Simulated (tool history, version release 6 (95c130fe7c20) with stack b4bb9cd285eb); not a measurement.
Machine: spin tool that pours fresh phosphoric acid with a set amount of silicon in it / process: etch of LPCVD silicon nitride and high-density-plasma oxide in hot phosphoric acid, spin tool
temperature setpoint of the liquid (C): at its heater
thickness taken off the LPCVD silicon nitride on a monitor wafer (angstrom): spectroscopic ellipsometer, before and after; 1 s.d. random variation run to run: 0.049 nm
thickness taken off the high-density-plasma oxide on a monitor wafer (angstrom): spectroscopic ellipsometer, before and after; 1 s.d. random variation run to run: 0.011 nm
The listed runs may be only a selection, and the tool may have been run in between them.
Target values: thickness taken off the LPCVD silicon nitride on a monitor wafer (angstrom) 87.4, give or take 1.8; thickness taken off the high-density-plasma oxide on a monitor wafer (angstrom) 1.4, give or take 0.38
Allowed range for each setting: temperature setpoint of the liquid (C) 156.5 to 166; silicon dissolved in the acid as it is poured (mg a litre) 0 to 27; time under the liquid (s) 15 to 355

run,hour,temperature setpoint of the liquid (C),silicon dissolved in the acid as it is poured (mg a litre),time under the liquid (s),thickness taken off the LPCVD silicon nitride on a monitor wafer (angstrom),thickness taken off the high-density-plasma oxide on a monitor wafer (angstrom)
1,0,161,12,180,172.68,4.2281
2,7.3,162,12,180,177.97,4.3073
3,14.8,161.5,12,180,175.11,4.0264
4,18,161.5,15,180,175.16,3.6169
5,23.8,162.5,15,180,180.02,4.193
6,31.3,161,15.5,150,142.37,3.0771
7,34.1,158.5,21.5,80,70.217,1.0745
8,37.4,159.5,22,80,71.906,1.0933
9,43.8,160.5,22,80,74.691,1.1655
10,48.2,161.5,22,80,78.059,1.3385
11,50.3,162,22.5,85,83.954,1.4759
12,52.8,162,23,85,84.042,1.6528

Pick the move, out of 4, that brings all results within their allowed miss; only one does.
A,55.3,166,16.5,80,?,?
B,55.3,157,17,100,?,?
C,55.3,160,21.5,90,?,?
D,55.3,160,23,95,?,?

move,thickness taken off the LPCVD silicon nitride on a monitor wafer (angstrom),thickness taken off the high-density-plasma oxide on a monitor wafer (angstrom)
A,89.656,2.0529
B,83.005,1.306
C,82.682,1.2962
D,87.276,1.3069
A: takes the result that was furthest off past its target
B: further off than the last run
C: further off than the last run
D: hits every target within its allowed miss
D is the move that brings every result within its allowed miss.

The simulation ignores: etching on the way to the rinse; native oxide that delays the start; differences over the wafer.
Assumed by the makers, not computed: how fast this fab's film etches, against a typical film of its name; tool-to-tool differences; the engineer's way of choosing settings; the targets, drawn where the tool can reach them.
